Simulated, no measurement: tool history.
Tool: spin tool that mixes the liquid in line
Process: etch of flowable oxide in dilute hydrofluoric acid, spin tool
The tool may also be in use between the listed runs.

run	day	temperature setpoint of the liquid (C)	parts of water to one part of 49 % hydrofluoric acid (parts by volume)	time under the liquid (s)	thickness taken off the flowable oxide on a monitor wafer (nm)
1	0	21	270	75	6.4365
2	0.121	21	270	75	6.38
3	0.258	23.5	200	75	10.161
4	0.304	25.5	160	75	14.361
5	0.525	24	160	75	13.523
6	0.704	25.5	140	75	16.727
7	0.862	26.5	135	75	18.193

The next listed run, before its measurement:
8	1.142	27.5	130	75	?

{"run 8": {"thickness taken off the flowable oxide on a monitor wafer (nm)": 19.814}}
